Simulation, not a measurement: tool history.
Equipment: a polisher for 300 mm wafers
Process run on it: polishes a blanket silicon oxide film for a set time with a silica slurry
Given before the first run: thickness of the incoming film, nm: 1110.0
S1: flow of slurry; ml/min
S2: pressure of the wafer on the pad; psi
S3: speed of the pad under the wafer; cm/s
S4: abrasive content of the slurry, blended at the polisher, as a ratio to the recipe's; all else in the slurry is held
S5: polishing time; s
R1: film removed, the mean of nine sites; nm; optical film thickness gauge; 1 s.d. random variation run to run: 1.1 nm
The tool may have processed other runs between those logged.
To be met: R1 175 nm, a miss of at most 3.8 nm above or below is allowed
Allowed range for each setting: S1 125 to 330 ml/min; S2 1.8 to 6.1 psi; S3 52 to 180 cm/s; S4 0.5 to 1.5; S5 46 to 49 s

{"run": 1, "day": 0.0, "S1": 210, "S2": 3.9, "S3": 116, "S4": 1, "S5": 46, "R1": 119.9}
{"run": 2, "day": 0.312, "S1": 210, "S2": 3.9, "S3": 116, "S4": 1, "S5": 49, "R1": 127.3}
{"run": 3, "day": 0.404, "S1": 220, "S2": 4.1, "S3": 116, "S4": 1, "S5": 49, "R1": 134.62}
{"run": 4, "day": 0.429, "S1": 220, "S2": 4.1, "S3": 128, "S4": 1, "S5": 49, "R1": 143.14}
{"run": 5, "day": 0.721, "S1": 220, "S2": 4.3, "S3": 128, "S4": 1, "S5": 49, "R1": 150.95}
{"run": 6, "day": 0.9, "S1": 220, "S2": 4.4, "S3": 128, "S4": 1, "S5": 49, "R1": 154.57}
{"run": 7, "day": 1.238, "S1": 220, "S2": 4.5, "S3": 128, "S4": 1, "S5": 49, "R1": 157.35}
{"run": 8, "day": 1.412, "S1": 225, "S2": 4.6, "S3": 128, "S4": 1, "S5": 49, "R1": 160.55}
{"run": 9, "day": 1.621, "S1": 225, "S2": 4.6, "S3": 128, "S4": 1, "S5": 49, "R1": 161.5}
{"run": 10, "day": 1.712, "S1": 225, "S2": 4.6, "S3": 128, "S4": 1, "S5": 49, "R1": 160.5}

Next run, 4 choices. One meets every target within its allowed miss, the rest don't. Which?
{"run": "A", "day": 1.804, "S1": 275, "S2": 4.8, "S3": 124, "S4": 1.1, "S5": 49, "R1": "?"}
{"run": "B", "day": 1.804, "S1": 240, "S2": 4.6, "S3": 126, "S4": 1.1, "S5": 46, "R1": "?"}
{"run": "C", "day": 1.804, "S1": 215, "S2": 4, "S3": 132, "S4": 1, "S5": 49, "R1": "?"}
{"run": "D", "day": 1.804, "S1": 260, "S2": 4.3, "S3": 116, "S4": 1, "S5": 47, "R1": "?"}

move=A R1=175.52
move=B R1=157.21
move=C R1=143.56
move=D R1=139.86
A: every result lands within tolerance
B: moves away from the targets compared with the last run
C: moves away from the targets compared with the last run
D: moves away from the targets compared with the last run
So the answer is move A, the one that meets all the targets.
